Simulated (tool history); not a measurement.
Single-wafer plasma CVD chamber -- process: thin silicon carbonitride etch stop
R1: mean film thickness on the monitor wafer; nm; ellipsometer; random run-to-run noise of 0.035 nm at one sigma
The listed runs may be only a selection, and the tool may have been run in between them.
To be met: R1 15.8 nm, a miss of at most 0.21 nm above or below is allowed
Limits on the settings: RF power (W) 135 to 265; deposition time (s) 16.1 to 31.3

Run 1, hour 0: RF power (W) 200, deposition time (s) 23.7. Result: R1 13.003 nm.
Run 2, hour 1: RF power (W) 200, deposition time (s) 24.9. Result: R1 13.612 nm.
Run 3, hour 4.3: RF power (W) 200, deposition time (s) 21.9. Result: R1 12.022 nm.
Run 4, hour 7.7: RF power (W) 200, deposition time (s) 24. Result: R1 13.171 nm.
Run 5, hour 15.7: RF power (W) 185, deposition time (s) 24. Result: R1 12.971 nm.
Run 6, hour 17.6: RF power (W) 185, deposition time (s) 26.2. Result: R1 14.179 nm.
Run 7, hour 22.7: RF power (W) 215, deposition time (s) 26.8. Result: R1 14.883 nm.
Run 8, hour 25.5: RF power (W) 220, deposition time (s) 26.9. Result: R1 15.076 nm.
Run 9, hour 27.9: RF power (W) 220, deposition time (s) 26.9. Result: R1 15.039 nm.
Run 10, hour 29.6: RF power (W) 225, deposition time (s) 27. Result: R1 15.133 nm.

Exactly one of the 4 candidate moves below puts every result within its allowed miss. Which one?
Run A, hour 31.3: RF power (W) 215, deposition time (s) 27.6. Result: R1 ?.
Run B, hour 31.3: RF power (W) 235, deposition time (s) 25.6. Result: R1 ?.
Run C, hour 31.3: RF power (W) 260, deposition time (s) 27.2. Result: R1 ?.
Run D, hour 31.3: RF power (W) 225, deposition time (s) 29.4. Result: R1 ?.

move      R1
   A  15.325
   B  14.471
   C    15.7
   D  16.473
A: closes in on the targets versus the last run, not all within tolerance yet
B: misses by more than the last run did
C: each result inside its tolerance
D: takes the result that was furthest off past its target
Go with C: it meets all targets.
